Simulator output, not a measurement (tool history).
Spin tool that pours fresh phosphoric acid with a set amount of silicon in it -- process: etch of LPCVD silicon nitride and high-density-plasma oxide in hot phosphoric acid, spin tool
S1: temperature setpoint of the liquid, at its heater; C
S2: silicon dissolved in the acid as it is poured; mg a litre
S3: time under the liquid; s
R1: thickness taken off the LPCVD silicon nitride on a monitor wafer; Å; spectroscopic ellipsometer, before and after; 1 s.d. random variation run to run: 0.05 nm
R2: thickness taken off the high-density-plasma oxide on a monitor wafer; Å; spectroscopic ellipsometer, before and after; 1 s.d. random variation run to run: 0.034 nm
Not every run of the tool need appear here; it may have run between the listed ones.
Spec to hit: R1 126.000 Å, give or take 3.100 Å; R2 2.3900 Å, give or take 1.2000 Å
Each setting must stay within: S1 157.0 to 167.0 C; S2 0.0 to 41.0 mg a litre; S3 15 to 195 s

run    day     S1    S2   S3       R1      R2
  1  0.000  162.0  18.0  100   74.867  2.1424
  2  0.050  163.5  24.0  115   90.209  1.8897
  3  0.358  164.5  24.0  125  102.480  3.5780
  4  0.450  164.5  29.0  130  106.010  2.1308
  5  0.600  164.5  36.5  130  105.820  1.8052
  6  0.888  162.5  36.5  130   98.910  1.5166
  7  1.017  163.5  36.0  135  106.150  1.4097
  8  1.221  164.5  35.0  140  112.820  1.9953
  9  1.483  165.0  35.5  145  119.110  2.2228
 10  1.633  165.5  36.0  145  121.460  2.0715

Pick the move, out of 5, that brings all results within their allowed miss; only one does.
  A  1.783  165.0  31.5  140   ?   ?
  B  1.783  166.0  21.0  135   ?   ?
  C  1.783  162.5  41.0  150   ?   ?
  D  1.783  165.5  33.0  150   ?   ?
  E  1.783  167.0  28.0  150   ?   ?

move       R1      R2
   A  115.210  2.2682
   B  114.830  3.4040
   C  113.570  1.2046
   D  125.500  2.3597
   E  131.860  3.2297
A: further off than the last run
B: further off than the last run
C: further off than the last run
D: every result lands within tolerance
E: the result that was furthest off in the last run now lies on the other side of its target
Correct choice: D, which meets every target

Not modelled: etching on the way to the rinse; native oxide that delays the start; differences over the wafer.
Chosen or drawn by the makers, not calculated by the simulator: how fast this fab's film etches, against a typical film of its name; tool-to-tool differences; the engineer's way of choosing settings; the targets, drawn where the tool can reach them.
